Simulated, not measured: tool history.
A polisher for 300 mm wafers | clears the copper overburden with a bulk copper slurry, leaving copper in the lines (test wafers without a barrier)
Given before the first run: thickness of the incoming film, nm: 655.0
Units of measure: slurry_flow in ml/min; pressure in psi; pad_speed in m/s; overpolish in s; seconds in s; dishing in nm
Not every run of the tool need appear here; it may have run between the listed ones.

run  hour  slurry_flow  pressure  pad_speed  slurry_solids  overpolish  seconds  dishing
  1     0          130       2.6       0.92              1          21   91.536   54.241
  2   3.7          115       2.6       0.92              1          21    94.09   54.757
  3   6.6          115       2.6       0.92           0.85          21   98.279   53.583
  4  15.3          140       2.2          1           0.75          16    106.5   47.404
  5  21.6          140       1.8          1           0.75          16   127.71   41.076
  6  26.1          140       1.8       0.84           0.75          16   154.56   37.716
  7    27          140       1.8       0.84           0.75          16   150.48   37.419
  8  30.9          175       1.5        1.1            0.8           6   131.59    21.75
  9  33.9          160       1.6        1.1            0.8           6    126.4   22.452
 10    35          155       1.7       1.08           0.75           7   122.87   26.148
 11  40.5          145       1.8       1.08           0.75           7    119.6    26.01
 12  41.6          175       1.8       1.08           0.75          17   115.37   44.732
 13  47.3          175       1.7        1.1           0.85          17   115.41   44.487
 14    52          180       1.6        1.1           0.95          16   118.95   43.272

Run 15, settings as shown, results not yet in. Your forecast:
 15  58.3          175       1.6        1.1            0.9          14        ?        ?

Run 15 came out at seconds 121.55 s, dishing 38.879 nm.

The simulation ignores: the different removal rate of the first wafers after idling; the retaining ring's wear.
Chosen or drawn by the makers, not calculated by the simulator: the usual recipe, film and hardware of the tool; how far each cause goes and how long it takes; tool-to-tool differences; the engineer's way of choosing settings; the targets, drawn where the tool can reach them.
